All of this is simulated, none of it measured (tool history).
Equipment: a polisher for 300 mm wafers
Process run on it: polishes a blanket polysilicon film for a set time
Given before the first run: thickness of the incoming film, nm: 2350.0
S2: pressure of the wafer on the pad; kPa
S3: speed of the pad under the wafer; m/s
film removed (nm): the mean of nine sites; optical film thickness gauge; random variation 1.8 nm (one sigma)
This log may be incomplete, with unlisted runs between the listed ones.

{"run": 1, "day": 0.0, "flow of slurry (ml/min)": 260, "S2": 20, "S3": 0.8, "polishing time (s)": 23, "film removed (nm)": 148.31}
{"run": 2, "day": 0.225, "flow of slurry (ml/min)": 260, "S2": 17.2, "S3": 0.8, "polishing time (s)": 23, "film removed (nm)": 125.86}
{"run": 3, "day": 0.571, "flow of slurry (ml/min)": 260, "S2": 18.6, "S3": 0.8, "polishing time (s)": 23, "film removed (nm)": 137.06}
{"run": 4, "day": 0.679, "flow of slurry (ml/min)": 260, "S2": 20, "S3": 0.8, "polishing time (s)": 23, "film removed (nm)": 147.49}
{"run": 5, "day": 0.825, "flow of slurry (ml/min)": 260, "S2": 20, "S3": 0.98, "polishing time (s)": 23, "film removed (nm)": 175.16}
{"run": 6, "day": 1.108, "flow of slurry (ml/min)": 260, "S2": 20, "S3": 0.98, "polishing time (s)": 21, "film removed (nm)": 161.26}
{"run": 7, "day": 1.392, "flow of slurry (ml/min)": 260, "S2": 21.4, "S3": 0.98, "polishing time (s)": 21, "film removed (nm)": 173.19}

Run 8 is up next; what results do you expect?
{"run": 8, "day": 1.504, "flow of slurry (ml/min)": 260, "S2": 22.1, "S3": 0.98, "polishing time (s)": 21, "film removed (nm)": "?"}

{"run 8": {"film removed (nm)": 175.02}}
